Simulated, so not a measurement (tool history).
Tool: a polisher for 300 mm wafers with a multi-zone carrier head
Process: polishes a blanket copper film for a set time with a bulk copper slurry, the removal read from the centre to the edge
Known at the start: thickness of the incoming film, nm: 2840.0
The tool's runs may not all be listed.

| run | day | flow of slurry (ml/min) | pressure of the head's centre zone | pressure of the head's middle zone | pressure of the head's edge zone | abrasive content of the slurry | polishing time (s) | film removed at the wafer's centre (Å) | film removed at mid-radius (Å) | film removed at the wafer's edge (Å) |
|---|---|---|---|---|---|---|---|---|---|---|
| 1 | 0 | 240 | 1 | 1 | 1 | 1 | 65 | 11036 | 10960 | 10954 |
| 2 | 0.05 | 295 | 1 | 1 | 1 | 1 | 65 | 11307 | 11130 | 11062 |
| 3 | 0.321 | 295 | 1 | 1 | 1 | 1.1 | 65 | 11783 | 11488 | 11127 |
| 4 | 0.492 | 295 | 1 | 1 | 1 | 1.1 | 56 | 10119 | 9884.2 | 9515.4 |
| 5 | 0.804 | 295 | 1 | 1 | 1 | 1.2 | 56 | 10255 | 10097 | 9962.4 |
| 6 | 1.146 | 295 | 1 | 1 | 1.04 | 1.2 | 56 | 10323 | 10153 | 9926.9 |
| 7 | 1.196 | 275 | 1.01 | 1.05 | 1.05 | 1.3 | 63 | 11938 | 12026 | 11638 |

The next listed run, before its measurement:
| 8 | 1.288 | 280 | 1.01 | 1.09 | 1.04 | 1.35 | 67 | ? | ? | ? |

{"run 8": {"film removed at the wafer's centre (Å)": 12772, "film removed at mid-radius (Å)": 13430, "film removed at the wafer's edge (Å)": 12453}}
